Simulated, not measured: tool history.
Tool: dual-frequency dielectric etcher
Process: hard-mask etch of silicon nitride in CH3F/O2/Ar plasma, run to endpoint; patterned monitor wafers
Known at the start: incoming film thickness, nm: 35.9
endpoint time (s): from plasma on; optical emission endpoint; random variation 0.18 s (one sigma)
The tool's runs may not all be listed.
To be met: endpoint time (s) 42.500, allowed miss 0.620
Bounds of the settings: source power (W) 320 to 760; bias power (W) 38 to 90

{"run": 1, "hour": 0.0, "source power (W)": 540, "bias power (W)": 64, "endpoint time (s)": 49.122}
{"run": 2, "hour": 4.8, "source power (W)": 540, "bias power (W)": 53, "endpoint time (s)": 51.964}
{"run": 3, "hour": 6.5, "source power (W)": 640, "bias power (W)": 53, "endpoint time (s)": 47.713}
{"run": 4, "hour": 11.5, "source power (W)": 680, "bias power (W)": 54, "endpoint time (s)": 46.363}
{"run": 5, "hour": 16.5, "source power (W)": 680, "bias power (W)": 46, "endpoint time (s)": 48.644}
{"run": 6, "hour": 23.5, "source power (W)": 610, "bias power (W)": 46, "endpoint time (s)": 51.072}
{"run": 7, "hour": 32.3, "source power (W)": 660, "bias power (W)": 50, "endpoint time (s)": 48.143}
{"run": 8, "hour": 40.2, "source power (W)": 690, "bias power (W)": 53, "endpoint time (s)": 46.517}
{"run": 9, "hour": 45.8, "source power (W)": 690, "bias power (W)": 53, "endpoint time (s)": 45.809}
{"run": 10, "hour": 50.3, "source power (W)": 710, "bias power (W)": 54, "endpoint time (s)": 45.537}
{"run": 11, "hour": 54.1, "source power (W)": 730, "bias power (W)": 56, "endpoint time (s)": 44.08}

4 next moves are on the table. One of them brings every result within its allowed miss. Which?
{"run": "A", "hour": 57.9, "source power (W)": 690, "bias power (W)": 64, "endpoint time (s)": "?"}
{"run": "B", "hour": 57.9, "source power (W)": 710, "bias power (W)": 60, "endpoint time (s)": "?"}
{"run": "C", "hour": 57.9, "source power (W)": 750, "bias power (W)": 61, "endpoint time (s)": "?"}
{"run": "D", "hour": 57.9, "source power (W)": 760, "bias power (W)": 52, "endpoint time (s)": "?"}

move=A endpoint_time_(s)=43.874
move=B endpoint_time_(s)=44.173
move=C endpoint_time_(s)=42.856
move=D endpoint_time_(s)=44.674
A: nearer than the last run, and not there yet
B: further off than the last run
C: meets every target
D: further off than the last run
The right move is C.
